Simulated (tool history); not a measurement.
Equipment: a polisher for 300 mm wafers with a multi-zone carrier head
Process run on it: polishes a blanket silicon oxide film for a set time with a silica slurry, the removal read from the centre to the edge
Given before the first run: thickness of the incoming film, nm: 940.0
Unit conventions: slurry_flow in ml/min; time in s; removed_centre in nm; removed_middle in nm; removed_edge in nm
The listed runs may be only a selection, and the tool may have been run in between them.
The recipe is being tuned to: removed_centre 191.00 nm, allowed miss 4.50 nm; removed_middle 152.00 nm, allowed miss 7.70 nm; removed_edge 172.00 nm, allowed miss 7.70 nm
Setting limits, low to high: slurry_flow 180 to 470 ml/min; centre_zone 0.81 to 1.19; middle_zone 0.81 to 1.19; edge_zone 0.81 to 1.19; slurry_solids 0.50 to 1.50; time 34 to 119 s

run 1 hour=0.0 | slurry_flow=300 centre_zone=1.00 middle_zone=1.00 edge_zone=1.00 slurry_solids=1.00 time=76 | removed_centre=240.74 removed_middle=237.57 removed_edge=236.43
run 2 hour=2.5 | slurry_flow=300 centre_zone=0.93 middle_zone=1.00 edge_zone=1.00 slurry_solids=1.00 time=76 | removed_centre=225.04 removed_middle=231.92 removed_edge=232.68
run 3 hour=6.2 | slurry_flow=305 centre_zone=0.96 middle_zone=0.95 edge_zone=0.98 slurry_solids=0.85 time=75 | removed_centre=215.97 removed_middle=206.91 removed_edge=220.89
run 4 hour=15.2 | slurry_flow=310 centre_zone=0.99 middle_zone=0.93 edge_zone=0.94 slurry_solids=0.75 time=73 | removed_centre=210.17 removed_middle=191.85 removed_edge=201.87
run 5 hour=24.2 | slurry_flow=305 centre_zone=0.99 middle_zone=0.90 edge_zone=0.91 slurry_solids=0.70 time=73 | removed_centre=205.00 removed_middle=186.07 removed_edge=194.44
run 6 hour=26.6 | slurry_flow=310 centre_zone=1.01 middle_zone=0.88 edge_zone=0.91 slurry_solids=0.65 time=72 | removed_centre=200.68 removed_middle=171.78 removed_edge=189.18
run 7 hour=27.7 | slurry_flow=310 centre_zone=1.01 middle_zone=0.88 edge_zone=0.91 slurry_solids=0.65 time=72 | removed_centre=198.86 removed_middle=177.99 removed_edge=190.77
run 8 hour=34.4 | slurry_flow=305 centre_zone=1.04 middle_zone=0.86 edge_zone=0.91 slurry_solids=0.60 time=71 | removed_centre=197.58 removed_middle=160.83 removed_edge=180.30

Exactly one of the 5 candidate moves below puts every result within its allowed miss. Which one?
run A hour=41.1 | slurry_flow=340 centre_zone=1.08 middle_zone=0.85 edge_zone=0.98 slurry_solids=0.75 time=61 | removed_centre=? removed_middle=? removed_edge=?
run B hour=41.1 | slurry_flow=305 centre_zone=0.96 middle_zone=0.84 edge_zone=0.88 slurry_solids=0.55 time=75 | removed_centre=? removed_middle=? removed_edge=?
run C hour=41.1 | slurry_flow=400 centre_zone=1.11 middle_zone=0.96 edge_zone=0.92 slurry_solids=0.50 time=70 | removed_centre=? removed_middle=? removed_edge=?
run D hour=41.1 | slurry_flow=290 centre_zone=1.05 middle_zone=0.89 edge_zone=0.94 slurry_solids=0.55 time=73 | removed_centre=? removed_middle=? removed_edge=?
run E hour=41.1 | slurry_flow=330 centre_zone=1.00 middle_zone=0.90 edge_zone=0.91 slurry_solids=0.60 time=72 | removed_centre=? removed_middle=? removed_edge=?

move=A removed_centre=193.03 removed_middle=152.27 removed_edge=171.03
move=B removed_centre=190.14 removed_middle=165.84 removed_edge=178.97
move=C removed_centre=201.37 removed_middle=169.00 removed_edge=167.85
move=D removed_centre=199.76 removed_middle=167.40 removed_edge=178.81
move=E removed_centre=196.57 removed_middle=173.44 removed_edge=180.42
A: each result inside its tolerance
B: puts the biggest miss on target and leaves a different result outside tolerance
C: further off than the last run
D: further off than the last run
E: further off than the last run
Correct choice: A, which meets every target
